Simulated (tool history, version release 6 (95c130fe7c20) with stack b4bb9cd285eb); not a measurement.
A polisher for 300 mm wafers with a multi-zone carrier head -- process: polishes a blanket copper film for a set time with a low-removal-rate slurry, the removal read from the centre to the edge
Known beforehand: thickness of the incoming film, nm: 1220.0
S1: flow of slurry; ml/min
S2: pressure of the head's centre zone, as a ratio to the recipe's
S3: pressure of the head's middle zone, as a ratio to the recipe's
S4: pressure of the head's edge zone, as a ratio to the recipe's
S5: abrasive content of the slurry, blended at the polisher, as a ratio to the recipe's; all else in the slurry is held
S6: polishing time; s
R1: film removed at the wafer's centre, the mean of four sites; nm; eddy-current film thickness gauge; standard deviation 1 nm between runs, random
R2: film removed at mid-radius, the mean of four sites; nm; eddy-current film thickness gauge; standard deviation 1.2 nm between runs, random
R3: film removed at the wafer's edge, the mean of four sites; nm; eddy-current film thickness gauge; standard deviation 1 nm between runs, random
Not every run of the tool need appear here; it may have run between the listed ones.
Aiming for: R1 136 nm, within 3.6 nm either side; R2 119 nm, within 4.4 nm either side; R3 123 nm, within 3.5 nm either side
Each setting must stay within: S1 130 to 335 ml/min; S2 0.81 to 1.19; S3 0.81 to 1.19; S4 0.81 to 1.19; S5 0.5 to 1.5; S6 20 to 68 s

| run | hour | S1 | S2 | S3 | S4 | S5 | S6 | R1 | R2 | R3 |
|---|---|---|---|---|---|---|---|---|---|---|
| 1 | 0 | 215 | 1 | 1 | 1 | 1 | 44 | 149.06 | 151.82 | 145.21 |
| 2 | 5.3 | 210 | 1 | 0.98 | 0.98 | 0.95 | 44 | 146.13 | 145.93 | 140.03 |
| 3 | 13.1 | 210 | 1 | 0.98 | 0.9 | 0.95 | 44 | 146.07 | 145.27 | 136.43 |
| 4 | 21.5 | 210 | 1 | 1.03 | 0.9 | 0.95 | 44 | 146.79 | 151.14 | 136.57 |
| 5 | 28.3 | 210 | 1 | 0.99 | 0.9 | 0.95 | 44 | 145.61 | 146.99 | 138.38 |
| 6 | 32.2 | 165 | 1 | 0.99 | 0.9 | 0.95 | 44 | 140.86 | 140.97 | 133.63 |
| 7 | 35.6 | 135 | 1.02 | 0.89 | 0.83 | 0.8 | 44 | 129.55 | 121.45 | 118.28 |
| 8 | 38.6 | 140 | 1.02 | 0.88 | 0.84 | 0.8 | 44 | 129.17 | 120.05 | 121.26 |

Of the 4 settings listed for the next run, only one would bring every result within its allowed miss of target. Which one?
| A | 41.6 | 130 | 0.94 | 0.89 | 0.86 | 0.8 | 44 | ? | ? | ? |
| B | 41.6 | 130 | 1.19 | 0.94 | 0.81 | 0.75 | 43 | ? | ? | ? |
| C | 41.6 | 150 | 1.03 | 0.85 | 0.82 | 0.9 | 43 | ? | ? | ? |
| D | 41.6 | 130 | 1.08 | 0.98 | 0.81 | 0.7 | 47 | ? | ? | ? |

| move | R1 | R2 | R3 |
|---|---|---|---|
| A | 116.69 | 116.55 | 122.15 |
| B | 142.5 | 117.27 | 114.59 |
| C | 133.45 | 116.47 | 123.19 |
| D | 139.04 | 130.69 | 123.18 |
A: further off than the last run
B: carries the result that was furthest off beyond its target, to the other side
C: every result lands within tolerance
D: meets the target for the result that was furthest off, but another lies outside its allowed miss
The right move is C.

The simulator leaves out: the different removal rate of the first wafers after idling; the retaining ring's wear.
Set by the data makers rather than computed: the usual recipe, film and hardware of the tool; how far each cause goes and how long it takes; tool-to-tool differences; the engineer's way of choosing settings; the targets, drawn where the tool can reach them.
